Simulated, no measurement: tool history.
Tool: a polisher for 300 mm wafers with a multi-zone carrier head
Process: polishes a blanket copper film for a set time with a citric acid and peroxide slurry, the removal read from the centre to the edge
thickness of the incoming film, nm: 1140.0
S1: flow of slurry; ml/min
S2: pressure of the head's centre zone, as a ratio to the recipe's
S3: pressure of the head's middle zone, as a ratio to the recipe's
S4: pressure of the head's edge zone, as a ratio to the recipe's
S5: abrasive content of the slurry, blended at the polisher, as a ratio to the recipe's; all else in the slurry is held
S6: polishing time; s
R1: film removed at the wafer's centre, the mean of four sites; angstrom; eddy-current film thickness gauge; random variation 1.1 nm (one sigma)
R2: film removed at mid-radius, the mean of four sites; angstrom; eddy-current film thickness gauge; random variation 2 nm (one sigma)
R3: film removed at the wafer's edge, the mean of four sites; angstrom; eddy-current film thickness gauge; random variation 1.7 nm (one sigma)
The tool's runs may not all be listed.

Run 1, day 0: S1 175 ml/min, S2 1, S3 1, S4 1, S5 1, S6 60 s. Result: R1 1462.8 angstrom, R2 1498.7 angstrom, R3 1544.4 angstrom.
Run 2, day 0.3: S1 175 ml/min, S2 1, S3 1, S4 1, S5 0.8, S6 60 s. Result: R1 1395.1 angstrom, R2 1461.2 angstrom, R3 1486.2 angstrom.
Run 3, day 0.65: S1 175 ml/min, S2 1, S3 1, S4 1, S5 0.8, S6 49 s. Result: R1 1121.7 angstrom, R2 1154 angstrom, R3 1195.5 angstrom.
Run 4, day 0.967: S1 180 ml/min, S2 0.98, S3 1.02, S4 1.03, S5 0.85, S6 49 s. Result: R1 1148.6 angstrom, R2 1221.2 angstrom, R3 1239.9 angstrom.
Run 5, day 1: S1 180 ml/min, S2 0.96, S3 1.02, S4 1.06, S5 0.9, S6 49 s. Result: R1 1140.7 angstrom, R2 1232.4 angstrom, R3 1285.4 angstrom.
Run 6, day 1.325: S1 185 ml/min, S2 0.95, S3 1.03, S4 1.08, S5 0.9, S6 49 s. Result: R1 1138.9 angstrom, R2 1219.1 angstrom, R3 1268 angstrom.
Run 7, day 1.412: S1 180 ml/min, S2 0.93, S3 1.04, S4 1.08, S5 1, S6 50 s. Result: R1 1171.4 angstrom, R2 1309.4 angstrom, R3 1315.6 angstrom.

Forecast run 8:
Run 8, day 1.762: S1 180 ml/min, S2 0.91, S3 1.04, S4 1.09, S5 1.05, S6 51 s. Result: R1 ?, R2 ?, R3 ?.

Run 8 gave R1 1178.1 angstrom, R2 1348.9 angstrom, R3 1384.5 angstrom.
